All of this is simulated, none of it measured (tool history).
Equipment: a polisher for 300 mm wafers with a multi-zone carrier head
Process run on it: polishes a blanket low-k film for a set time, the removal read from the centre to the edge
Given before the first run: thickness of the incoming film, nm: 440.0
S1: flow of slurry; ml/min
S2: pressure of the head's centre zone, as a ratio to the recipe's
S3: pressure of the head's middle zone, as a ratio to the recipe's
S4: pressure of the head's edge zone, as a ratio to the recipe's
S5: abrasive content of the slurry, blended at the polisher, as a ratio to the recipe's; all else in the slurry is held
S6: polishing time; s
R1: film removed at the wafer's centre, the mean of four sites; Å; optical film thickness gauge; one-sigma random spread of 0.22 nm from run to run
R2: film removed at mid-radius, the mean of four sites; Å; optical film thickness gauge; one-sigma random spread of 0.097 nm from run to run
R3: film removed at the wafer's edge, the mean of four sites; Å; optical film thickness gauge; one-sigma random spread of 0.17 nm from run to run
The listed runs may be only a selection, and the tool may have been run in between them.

run  hour   S1    S2    S3    S4    S5  S6       R1       R2       R3
  1   0.0  255  1.00  1.00  1.00  1.00  33  116.780  119.360  119.340
  2   2.9  300  1.00  1.00  1.00  1.00  33  122.930  119.230  118.650
  3  10.6  300  1.00  1.00  1.00  0.80  33  100.890  104.910  103.070
  4  18.1  300  1.00  1.07  1.00  0.80  33  104.970  109.940  103.780
  5  21.5  300  1.00  1.07  1.00  0.80  28   88.027   94.896   87.387
  6  26.9  300  1.00  1.07  1.00  0.80  25   79.896   82.941   79.217
  7  35.0  295  1.01  1.06  1.04  1.00  26   94.667   99.503   96.841
  8  42.5  300  1.05  1.05  1.07  1.15  27  111.080  111.490  109.060
  9  48.7  300  1.06  1.02  1.08  1.25  28  122.260  115.740  118.100

Forecast run 10:
 10  51.6  300  1.07  1.01  1.10  1.30  29   ?   ?   ?

Run 10 yielded R1 128.680 Å, R2 120.470 Å, R3 126.140 Å.
